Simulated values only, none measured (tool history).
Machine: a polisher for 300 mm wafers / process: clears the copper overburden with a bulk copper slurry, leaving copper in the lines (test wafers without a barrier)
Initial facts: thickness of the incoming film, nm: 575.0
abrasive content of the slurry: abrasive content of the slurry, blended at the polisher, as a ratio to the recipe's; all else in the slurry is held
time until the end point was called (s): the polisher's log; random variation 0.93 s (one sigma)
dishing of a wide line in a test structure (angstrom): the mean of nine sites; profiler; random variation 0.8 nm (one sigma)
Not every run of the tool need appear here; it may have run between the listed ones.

run	hour	flow of slurry (ml/min)	pressure of the wafer on the pad (kPa)	speed of the pad under the wafer (cm/s)	abrasive content of the slurry	overpolish time after the end point (s)	time until the end point was called (s)	dishing of a wide line in a test structure (angstrom)
1	0.0	305	13.1	120	1.00	25	105.800	684.24
2	7.0	305	13.1	120	1.00	21	105.530	617.43
3	14.6	305	13.1	120	1.15	21	102.200	628.13
4	15.4	300	12.4	126	1.25	17	100.400	540.19
5	18.3	300	12.4	128	1.30	14	99.477	468.96
6	24.5	235	12.4	128	1.30	14	102.130	478.85
7	32.2	245	12.4	128	1.30	13	103.020	455.50

Run 8 is up next; what results do you expect?
8	39.9	260	12.4	128	1.30	12	?	?

time until the end point was called (s): 101.570
dishing of a wide line in a test structure (angstrom): 442.97

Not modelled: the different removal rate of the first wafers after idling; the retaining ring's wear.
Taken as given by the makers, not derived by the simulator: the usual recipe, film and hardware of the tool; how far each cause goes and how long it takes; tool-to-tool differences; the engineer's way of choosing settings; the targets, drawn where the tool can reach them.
